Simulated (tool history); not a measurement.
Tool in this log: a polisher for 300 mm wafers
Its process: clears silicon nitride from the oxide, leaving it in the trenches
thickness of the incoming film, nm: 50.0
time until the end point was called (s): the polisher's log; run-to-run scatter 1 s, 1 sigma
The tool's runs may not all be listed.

run,day,flow of slurry (ml/min),pressure of the wafer on the pad (psi),speed of the pad under the wafer (m/s),overpolish time after the end point (s),time until the end point was called (s)
1,0,290,1.8,1,9,93.375
2,0.046,290,1.5,1,9,114.54
3,0.229,290,1.7,1.02,9,95.892
4,0.529,290,1.7,0.84,9,111.76
5,0.792,290,1.9,0.84,9,102.1
6,0.967,290,1.7,0.84,9,114.1
7,1.283,290,2.2,0.9,9,82.457
8,1.433,290,2.3,0.9,9,78.246
9,1.612,290,2.4,0.9,9,76.594
10,1.904,290,2.4,0.9,9,75.961

Run 11 is up next; what results do you expect?
11,2.258,290,2.5,0.9,9,?

Run 11 measured time until the end point was called (s) 74.033.
